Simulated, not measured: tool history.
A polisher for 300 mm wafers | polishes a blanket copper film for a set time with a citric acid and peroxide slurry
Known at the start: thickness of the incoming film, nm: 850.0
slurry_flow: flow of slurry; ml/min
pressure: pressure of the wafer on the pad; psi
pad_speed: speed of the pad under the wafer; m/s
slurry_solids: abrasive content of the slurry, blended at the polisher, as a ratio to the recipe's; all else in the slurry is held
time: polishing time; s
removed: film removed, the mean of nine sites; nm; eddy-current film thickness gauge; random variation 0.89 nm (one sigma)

run	day	slurry_flow	pressure	pad_speed	slurry_solids	time	removed
1	0	250	2.4	0.98	1	82	146.13
2	0.342	250	2.2	0.98	1	82	133.14
3	0.462	250	2.2	0.98	1	86	139.15
4	0.792	250	2.2	0.88	1	86	125.46
5	0.921	250	2.1	0.88	1	86	120.11
6	1.292	250	2.6	0.88	1	86	148.51
7	1.338	250	2.4	0.88	1	86	137.18
8	1.671	250	2.3	0.88	1	86	132.92

Forecast run 9:
9	1.775	250	2.2	0.88	1	86	?

removed: 127.96 nm

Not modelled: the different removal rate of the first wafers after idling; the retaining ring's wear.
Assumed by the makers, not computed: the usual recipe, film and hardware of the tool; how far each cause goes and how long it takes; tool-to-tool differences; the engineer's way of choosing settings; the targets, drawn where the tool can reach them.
